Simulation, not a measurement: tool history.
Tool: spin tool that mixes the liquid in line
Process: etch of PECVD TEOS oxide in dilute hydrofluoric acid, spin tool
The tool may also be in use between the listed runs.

run,day,temperature setpoint of the liquid (°C),parts of water to one part of 49 % hydrofluoric acid (parts by volume),time under the liquid (s),thickness taken off the PECVD TEOS oxide on a monitor wafer (nm)
1,0,25,65,15,5.4198
2,0.225,25,50,15,7.24
3,0.362,23,50,15,6.7708
4,0.533,24.5,50,15,7.0319
5,0.7,24.5,60,15,5.8245
6,1.017,27.5,60,15,6.5439
7,1.208,28.5,60,15,6.89
8,1.367,29.5,60,15,6.9908
9,1.571,30,60,15,7.2104

Expected results for the next run?
10,1.679,33,45,15,?

{"run 10": {"thickness taken off the PECVD TEOS oxide on a monitor wafer (nm)": 11.262}}
